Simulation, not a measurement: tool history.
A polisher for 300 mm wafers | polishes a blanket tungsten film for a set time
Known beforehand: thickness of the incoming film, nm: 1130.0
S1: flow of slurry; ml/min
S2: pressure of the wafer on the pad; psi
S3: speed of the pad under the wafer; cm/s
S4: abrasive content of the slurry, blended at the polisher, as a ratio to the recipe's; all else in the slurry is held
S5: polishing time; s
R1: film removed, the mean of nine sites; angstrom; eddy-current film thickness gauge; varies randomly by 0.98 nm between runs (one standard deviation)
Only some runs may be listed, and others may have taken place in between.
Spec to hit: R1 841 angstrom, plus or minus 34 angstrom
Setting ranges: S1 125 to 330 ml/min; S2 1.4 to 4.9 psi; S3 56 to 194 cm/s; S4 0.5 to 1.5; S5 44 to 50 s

{"run": 1, "day": 0.0, "S1": 210, "S2": 3.1, "S3": 124, "S4": 1, "S5": 50, "R1": 2202.2}
{"run": 2, "day": 0.117, "S1": 175, "S2": 3.1, "S3": 124, "S4": 1, "S5": 50, "R1": 2144.9}
{"run": 3, "day": 0.442, "S1": 175, "S2": 2.9, "S3": 120, "S4": 1, "S5": 50, "R1": 1954.8}
{"run": 4, "day": 0.646, "S1": 175, "S2": 2.7, "S3": 116, "S4": 1, "S5": 50, "R1": 1751.8}
{"run": 5, "day": 0.775, "S1": 175, "S2": 2.6, "S3": 112, "S4": 1, "S5": 50, "R1": 1674.5}
{"run": 6, "day": 1.138, "S1": 175, "S2": 2.5, "S3": 108, "S4": 1, "S5": 50, "R1": 1514.4}
{"run": 7, "day": 1.429, "S1": 175, "S2": 2.4, "S3": 106, "S4": 1, "S5": 50, "R1": 1449}
{"run": 8, "day": 1.554, "S1": 175, "S2": 2.3, "S3": 104, "S4": 1, "S5": 50, "R1": 1369.7}
{"run": 9, "day": 1.725, "S1": 175, "S2": 1.4, "S3": 78, "S4": 0.95, "S5": 50, "R1": 656.06}

5 next moves are on the table. One of them brings every result within its allowed miss. Which?
{"run": "A", "day": 1.896, "S1": 165, "S2": 1.4, "S3": 66, "S4": 0.95, "S5": 48, "R1": "?"}
{"run": "B", "day": 1.896, "S1": 170, "S2": 1.6, "S3": 82, "S4": 1, "S5": 47, "R1": "?"}
{"run": "C", "day": 1.896, "S1": 245, "S2": 1.8, "S3": 72, "S4": 1.25, "S5": 50, "R1": "?"}
{"run": "D", "day": 1.896, "S1": 125, "S2": 1.5, "S3": 56, "S4": 1.1, "S5": 50, "R1": "?"}
{"run": "E", "day": 1.896, "S1": 165, "S2": 1.7, "S3": 72, "S4": 1.15, "S5": 49, "R1": "?"}

move=A R1=533.69
move=B R1=736.05
move=C R1=855.57
move=D R1=493.64
move=E R1=736.31
A: lands further from the targets than the last run did
B: moves toward the targets from the last run without getting all of them in spec
C: in spec on every target
D: lands further from the targets than the last run did
E: moves toward the targets from the last run without getting all of them in spec
Answer: C
